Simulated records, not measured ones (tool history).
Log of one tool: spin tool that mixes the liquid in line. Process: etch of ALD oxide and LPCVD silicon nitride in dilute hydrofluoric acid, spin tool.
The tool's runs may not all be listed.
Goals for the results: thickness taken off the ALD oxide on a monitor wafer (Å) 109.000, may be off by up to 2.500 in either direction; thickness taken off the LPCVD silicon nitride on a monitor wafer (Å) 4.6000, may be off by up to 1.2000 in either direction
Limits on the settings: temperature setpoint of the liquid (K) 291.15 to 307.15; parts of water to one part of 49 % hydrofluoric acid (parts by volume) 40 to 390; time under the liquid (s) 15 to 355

run,hour,temperature setpoint of the liquid (K),parts of water to one part of 49 % hydrofluoric acid (parts by volume),time under the liquid (s),thickness taken off the ALD oxide on a monitor wafer (Å),thickness taken off the LPCVD silicon nitride on a monitor wafer (Å)
1,0.0,299.15,215,180,144.400,5.9528
2,0.9,297.15,220,180,130.830,5.2505
3,3.6,295.65,225,180,119.780,4.1497
4,5.0,298.15,225,180,131.320,4.2874
# hour 9.7: hydrofluoric acid flow meter replaced
5,9.7,296.15,225,180,114.470,3.5600
6,16.2,296.15,225,100,63.251,2.6083
7,19.3,299.15,215,100,73.769,3.2360
8,21.5,301.15,205,100,84.467,3.3805
9,25.6,303.15,200,100,93.561,4.4105
10,33.9,303.65,195,100,98.874,4.9205
11,36.2,303.65,190,100,101.670,4.2203
12,38.1,303.65,190,100,100.970,4.4369
13,44.9,304.15,190,100,103.530,4.2493
14,48.5,304.65,190,100,104.900,4.6566

Pick the move, out of 5, that brings all results within their allowed miss; only one does.
A,52.1,293.15,155,110,?,?
B,52.1,302.15,170,90,?,?
C,52.1,302.65,180,95,?,?
D,52.1,299.15,235,165,?,?
E,52.1,300.65,225,130,?,?

move,thickness taken off the ALD oxide on a monitor wafer (Å),thickness taken off the LPCVD silicon nitride on a monitor wafer (Å)
A,96.046,3.2940
B,98.897,4.3710
C,99.116,4.4887
D,109.340,4.8130
E,95.896,4.3405
A: misses by more than the last run did
B: misses by more than the last run did
C: misses by more than the last run did
D: in spec on every target
E: misses by more than the last run did
Correct choice: D, which meets every target
